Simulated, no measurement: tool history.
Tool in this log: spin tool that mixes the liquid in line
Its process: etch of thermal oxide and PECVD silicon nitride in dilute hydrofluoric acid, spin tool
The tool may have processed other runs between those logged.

run,day,temperature setpoint of the liquid (°C),parts of water to one part of 49 % hydrofluoric acid (parts by volume),time under the liquid (s),thickness taken off the thermal oxide on a monitor wafer (angstrom),thickness taken off the PECVD silicon nitride on a monitor wafer (angstrom)
1,0.000,25.0,220,180,37.386,46.697
2,0.054,26.0,185,180,48.863,58.661
3,0.296,29.5,185,180,54.612,72.623
4,0.550,29.5,185,135,40.894,54.456
5,0.608,29.5,185,85,25.898,34.244
6,0.875,33.0,185,85,28.892,41.890
7,0.929,33.0,155,100,42.624,59.200
8,1.025,33.0,130,100,52.213,70.663
9,1.167,32.0,45,125,206.960,240.660
10,1.267,31.5,60,125,148.520,177.040
11,1.546,31.5,60,125,149.930,175.970
12,1.762,31.5,70,125,125.890,152.820

Estimate the outcome of run 13 from the log above:
13,2.088,31.0,75,125,?,?

thickness taken off the thermal oxide on a monitor wafer (angstrom): 115.000
thickness taken off the PECVD silicon nitride on a monitor wafer (angstrom): 137.560

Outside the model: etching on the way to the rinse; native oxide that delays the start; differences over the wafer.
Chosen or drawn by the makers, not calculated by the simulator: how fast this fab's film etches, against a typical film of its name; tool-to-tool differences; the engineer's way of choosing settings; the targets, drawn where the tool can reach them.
